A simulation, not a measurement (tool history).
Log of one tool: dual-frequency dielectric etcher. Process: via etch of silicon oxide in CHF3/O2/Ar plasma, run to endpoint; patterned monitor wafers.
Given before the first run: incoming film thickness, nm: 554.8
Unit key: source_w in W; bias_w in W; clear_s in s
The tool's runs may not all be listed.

run  hour  source_w  bias_w  clear_s
  1     0       530     173   281.76
  2   8.3       530     186   272.13
  3  10.2       480     179   287.48
  4  19.1       440     175   295.68
  5  25.1       410     169   305.92
  6  31.1       410     185   298.07
  7  34.2       390     179   306.23
  8  42.7       370     176   314.16

What will run 9 give?
  9    44       360     175        ?

{"run 9": {"clear_s": 313.32}}
